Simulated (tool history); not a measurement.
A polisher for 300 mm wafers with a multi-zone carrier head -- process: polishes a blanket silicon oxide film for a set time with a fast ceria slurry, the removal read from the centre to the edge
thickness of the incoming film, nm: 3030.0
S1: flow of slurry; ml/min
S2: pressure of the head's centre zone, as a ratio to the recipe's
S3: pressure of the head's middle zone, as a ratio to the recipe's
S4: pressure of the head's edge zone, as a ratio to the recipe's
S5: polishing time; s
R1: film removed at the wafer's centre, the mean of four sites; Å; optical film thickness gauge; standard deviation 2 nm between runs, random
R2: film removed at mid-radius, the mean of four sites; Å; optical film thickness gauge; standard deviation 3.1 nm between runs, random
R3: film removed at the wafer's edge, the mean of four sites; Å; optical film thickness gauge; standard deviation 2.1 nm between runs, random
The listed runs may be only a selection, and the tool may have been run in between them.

{"run": 1, "day": 0.0, "S1": 225, "S2": 1.0, "S3": 1.0, "S4": 1.0, "S5": 30, "R1": 2349.5, "R2": 2355.6, "R3": 2312.1}
{"run": 2, "day": 0.217, "S1": 225, "S2": 1.0, "S3": 1.0, "S4": 1.0, "S5": 33, "R1": 2611.8, "R2": 2671.4, "R3": 2551.6}
{"run": 3, "day": 0.292, "S1": 225, "S2": 1.0, "S3": 1.0, "S4": 1.0, "S5": 37, "R1": 2902.5, "R2": 2980.2, "R3": 2883.9}
{"run": 4, "day": 0.55, "S1": 235, "S2": 1.0, "S3": 1.0, "S4": 1.01, "S5": 37, "R1": 2940.6, "R2": 2969.0, "R3": 2926.2}
{"run": 5, "day": 0.908, "S1": 235, "S2": 1.06, "S3": 1.0, "S4": 1.01, "S5": 37, "R1": 3108.8, "R2": 3028.1, "R3": 2898.9}
{"run": 6, "day": 0.938, "S1": 235, "S2": 1.06, "S3": 0.94, "S4": 1.01, "S5": 37, "R1": 3109.6, "R2": 2792.2, "R3": 2926.1}
{"run": 7, "day": 1.242, "S1": 235, "S2": 1.05, "S3": 0.96, "S4": 1.02, "S5": 37, "R1": 3083.9, "R2": 2838.4, "R3": 2913.8}

Run 8 is up next; what results do you expect?
{"run": 8, "day": 1.342, "S1": 235, "S2": 1.04, "S3": 0.98, "S4": 1.03, "S5": 37, "R1": "?", "R2": "?", "R3": "?"}

For run 8 the tool returned R1 3075.0 Å, R2 2897.2 Å, R3 2913.3 Å.

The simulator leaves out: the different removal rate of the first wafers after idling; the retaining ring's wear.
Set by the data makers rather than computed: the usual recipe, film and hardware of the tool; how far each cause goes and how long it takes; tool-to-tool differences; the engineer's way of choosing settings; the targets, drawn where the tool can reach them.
